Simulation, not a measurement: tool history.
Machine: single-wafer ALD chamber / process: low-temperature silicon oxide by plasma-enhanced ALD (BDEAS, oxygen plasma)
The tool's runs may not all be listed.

| run | hour | heater temperature setpoint (°C) | number of ALD cycles (cycles) | mean film thickness on the monitor wafer (Å) |
|---|---|---|---|---|
| 1 | 0 | 85 | 62 | 88.46 |
| 2 | 1.8 | 85 | 58 | 82.965 |
| 3 | 5.3 | 96 | 58 | 78.644 |
| 4 | 12.4 | 92 | 61 | 84.808 |
| 5 | 16.3 | 92 | 57 | 79.856 |
| 6 | 23 | 88 | 60 | 83.993 |

Run 7, settings as shown, results not yet in. Your forecast:
| 7 | 24.7 | 85 | 63 | ? |

mean film thickness on the monitor wafer (Å): 90.066
